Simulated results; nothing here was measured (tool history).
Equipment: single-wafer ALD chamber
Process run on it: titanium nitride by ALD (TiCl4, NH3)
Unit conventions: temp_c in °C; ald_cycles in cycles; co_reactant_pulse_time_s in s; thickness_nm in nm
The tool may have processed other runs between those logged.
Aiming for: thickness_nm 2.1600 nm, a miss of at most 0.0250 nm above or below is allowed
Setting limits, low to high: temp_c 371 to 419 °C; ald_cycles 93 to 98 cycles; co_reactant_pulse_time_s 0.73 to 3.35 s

run	hour	temp_c	ald_cycles	co_reactant_pulse_time_s	thickness_nm
1	0.0	395	98	2.04	2.2822
2	5.4	395	98	2.62	2.3210
3	12.0	395	98	2.13	2.2836
4	17.2	394	97	2.08	2.2667
# hour 20.3: thermocouple changed; heater temperature recalibrated
5	20.3	393	96	2.00	2.2474
6	26.1	393	98	2.00	2.2901
7	28.6	394	97	1.90	2.2517
8	32.8	394	96	1.87	2.2425
9	33.5	393	95	1.77	2.2071
10	36.2	393	95	1.75	2.2014

4 next moves are on the table. One of them brings every result within its allowed miss. Which?
A	38.9	401	98	0.89	?
B	38.9	385	97	1.66	?
C	38.9	396	97	1.59	?
D	38.9	395	97	1.66	?

move	thickness_nm
A	2.1579
B	2.2267
C	2.2444
D	2.2487
A: every result lands within tolerance
B: further off than the last run
C: further off than the last run
D: further off than the last run
So the answer is move A, the one that meets all the targets.

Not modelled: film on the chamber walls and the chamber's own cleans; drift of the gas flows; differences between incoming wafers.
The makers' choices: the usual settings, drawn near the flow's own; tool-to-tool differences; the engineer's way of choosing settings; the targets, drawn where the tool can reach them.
